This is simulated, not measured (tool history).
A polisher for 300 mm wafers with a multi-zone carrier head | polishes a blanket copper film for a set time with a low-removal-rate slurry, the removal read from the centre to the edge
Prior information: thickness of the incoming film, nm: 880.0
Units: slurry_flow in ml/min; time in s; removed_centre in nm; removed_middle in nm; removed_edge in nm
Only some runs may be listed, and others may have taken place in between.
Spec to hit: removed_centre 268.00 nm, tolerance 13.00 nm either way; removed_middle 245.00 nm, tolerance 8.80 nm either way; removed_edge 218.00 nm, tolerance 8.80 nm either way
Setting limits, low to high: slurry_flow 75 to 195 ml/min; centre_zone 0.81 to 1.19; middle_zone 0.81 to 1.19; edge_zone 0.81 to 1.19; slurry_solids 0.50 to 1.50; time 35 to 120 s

Run 1, hour 0.0: slurry_flow 125 ml/min, centre_zone 1.00, middle_zone 1.00, edge_zone 1.00, slurry_solids 1.00, time 77 s. Result: removed_centre 181.32 nm, removed_middle 174.94 nm, removed_edge 173.92 nm.
Run 2, hour 4.8: slurry_flow 125 ml/min, centre_zone 1.00, middle_zone 1.00, edge_zone 1.00, slurry_solids 0.85, time 77 s. Result: removed_centre 163.85 nm, removed_middle 167.48 nm, removed_edge 165.91 nm.
Run 3, hour 6.9: slurry_flow 135 ml/min, centre_zone 1.02, middle_zone 1.04, edge_zone 1.02, slurry_solids 0.95, time 78 s. Result: removed_centre 185.24 nm, removed_middle 185.54 nm, removed_edge 174.77 nm.
Run 4, hour 13.3: slurry_flow 120 ml/min, centre_zone 1.02, middle_zone 1.04, edge_zone 1.02, slurry_solids 0.95, time 78 s. Result: removed_centre 178.65 nm, removed_middle 177.21 nm, removed_edge 169.31 nm.
Run 5, hour 17.4: slurry_flow 120 ml/min, centre_zone 1.02, middle_zone 1.04, edge_zone 1.02, slurry_solids 1.10, time 78 s. Result: removed_centre 190.32 nm, removed_middle 192.48 nm, removed_edge 182.56 nm.
Run 6, hour 18.9: slurry_flow 130 ml/min, centre_zone 1.05, middle_zone 1.05, edge_zone 1.03, slurry_solids 1.15, time 78 s. Result: removed_centre 200.96 nm, removed_middle 195.04 nm, removed_edge 181.89 nm.
Run 7, hour 21.1: slurry_flow 140 ml/min, centre_zone 1.06, middle_zone 1.06, edge_zone 1.04, slurry_solids 1.25, time 79 s. Result: removed_centre 217.55 nm, removed_middle 204.83 nm, removed_edge 196.46 nm.
Run 8, hour 22.3: slurry_flow 145 ml/min, centre_zone 1.08, middle_zone 1.08, edge_zone 1.04, slurry_solids 1.30, time 79 s. Result: removed_centre 222.90 nm, removed_middle 210.08 nm, removed_edge 197.25 nm.
Run 9, hour 26.2: slurry_flow 150 ml/min, centre_zone 1.10, middle_zone 1.10, edge_zone 1.04, slurry_solids 1.35, time 80 s. Result: removed_centre 237.15 nm, removed_middle 223.64 nm, removed_edge 200.95 nm.
Run 10, hour 28.8: slurry_flow 155 ml/min, centre_zone 1.11, middle_zone 1.11, edge_zone 1.05, slurry_solids 1.40, time 80 s. Result: removed_centre 243.88 nm, removed_middle 225.16 nm, removed_edge 214.37 nm.
Run 11, hour 37.5: slurry_flow 160 ml/min, centre_zone 1.12, middle_zone 1.12, edge_zone 1.04, slurry_solids 1.40, time 80 s. Result: removed_centre 240.46 nm, removed_middle 229.83 nm, removed_edge 213.77 nm.

Below are 4 possible settings for the next run. Only one of them brings all results inside the allowed miss of their targets. Which is it?
Run A, hour 46.2: slurry_flow 165 ml/min, centre_zone 1.07, middle_zone 1.15, edge_zone 1.08, slurry_solids 1.35, time 82 s. Result: removed_centre ?, removed_middle ?, removed_edge ?.
Run B, hour 46.2: slurry_flow 175 ml/min, centre_zone 0.98, middle_zone 1.19, edge_zone 1.03, slurry_solids 1.35, time 76 s. Result: removed_centre ?, removed_middle ?, removed_edge ?.
Run C, hour 46.2: slurry_flow 160 ml/min, centre_zone 1.04, middle_zone 1.18, edge_zone 1.08, slurry_solids 1.30, time 87 s. Result: removed_centre ?, removed_middle ?, removed_edge ?.
Run D, hour 46.2: slurry_flow 120 ml/min, centre_zone 1.19, middle_zone 1.16, edge_zone 1.05, slurry_solids 1.30, time 89 s. Result: removed_centre ?, removed_middle ?, removed_edge ?.

move  removed_centre  removed_middle  removed_edge
   A          236.02          243.02        210.86
   B          202.12          234.02        191.92
   C          239.54          259.64        220.48
   D          267.09          250.35        215.67
A: the biggest miss grows against the last run
B: the biggest miss grows against the last run
C: neither nearer nor further off than the last run
D: each result inside its tolerance
D is the move that brings every result within its allowed miss.

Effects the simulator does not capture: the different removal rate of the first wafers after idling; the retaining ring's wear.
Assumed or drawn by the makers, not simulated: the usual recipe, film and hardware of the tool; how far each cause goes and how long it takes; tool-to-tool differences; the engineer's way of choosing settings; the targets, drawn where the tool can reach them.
